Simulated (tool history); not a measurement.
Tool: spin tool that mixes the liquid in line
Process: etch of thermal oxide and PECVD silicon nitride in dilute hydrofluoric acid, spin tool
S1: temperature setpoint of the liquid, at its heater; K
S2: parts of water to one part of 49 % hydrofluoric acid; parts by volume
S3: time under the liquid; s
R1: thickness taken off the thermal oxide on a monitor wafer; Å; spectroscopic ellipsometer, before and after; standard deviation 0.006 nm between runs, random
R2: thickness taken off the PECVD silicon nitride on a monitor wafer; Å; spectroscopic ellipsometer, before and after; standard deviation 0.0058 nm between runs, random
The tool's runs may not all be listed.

run,hour,S1,S2,S3,R1,R2
1,0,294.15,150,180,38.049,27.794
2,8.4,293.65,165,175,32.356,23.646
3,11.7,293.15,180,170,27.906,20.411
4,14.6,293.15,145,170,36.032,25.345
5,23.2,292.65,165,165,29.289,20.923
6,30.9,292.15,180,160,25.282,18.067
7,33.8,291.65,195,155,21.587,15.605
8,35.5,291.65,205,150,19.971,14.43
9,43.1,291.65,215,145,18.095,13.345
10,49.6,291.65,220,140,16.909,12.638
11,56.1,291.65,225,135,16.091,11.862
12,59.5,290.15,270,135,12.035,9.0195

Forecast run 13:
13,67.5,290.15,270,130,?,?

{"run 13": {"R1": 11.62, "R2": 8.7172}}
